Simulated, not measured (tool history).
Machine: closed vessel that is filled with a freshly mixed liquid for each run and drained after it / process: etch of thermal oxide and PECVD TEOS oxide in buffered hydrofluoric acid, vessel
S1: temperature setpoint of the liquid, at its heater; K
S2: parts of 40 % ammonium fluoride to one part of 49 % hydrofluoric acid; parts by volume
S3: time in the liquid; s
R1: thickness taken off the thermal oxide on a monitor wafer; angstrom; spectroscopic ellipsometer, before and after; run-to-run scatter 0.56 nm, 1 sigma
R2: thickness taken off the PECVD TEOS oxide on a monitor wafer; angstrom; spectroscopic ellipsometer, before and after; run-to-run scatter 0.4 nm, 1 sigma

Run 1, hour 0.0: S1 296.15 K, S2 12.5 parts by volume, S3 65 s. Result: R1 549.76 angstrom, R2 808.14 angstrom.
Run 2, hour 2.1: S1 292.65 K, S2 12.5 parts by volume, S3 65 s. Result: R1 446.41 angstrom, R2 667.02 angstrom.
Run 3, hour 7.4: S1 292.65 K, S2 12.5 parts by volume, S3 90 s. Result: R1 626.08 angstrom, R2 929.07 angstrom.
Run 4, hour 12.1: S1 292.65 K, S2 12.5 parts by volume, S3 105 s. Result: R1 729.82 angstrom, R2 1079.10 angstrom.
Run 5, hour 19.8: S1 292.65 K, S2 12.5 parts by volume, S3 125 s. Result: R1 857.40 angstrom, R2 1292.80 angstrom.
Run 6, hour 24.1: S1 292.15 K, S2 13.0 parts by volume, S3 125 s. Result: R1 828.00 angstrom, R2 1213.40 angstrom.
Run 7, hour 25.8: S1 292.15 K, S2 13.5 parts by volume, S3 125 s. Result: R1 792.69 angstrom, R2 1155.40 angstrom.

Estimate the outcome of run 8 from the log above:
Run 8, hour 31.4: S1 291.15 K, S2 14.5 parts by volume, S3 120 s. Result: R1 ?, R2 ?.

{"run 8": {"R1": 663.05, "R2": 981.27}}
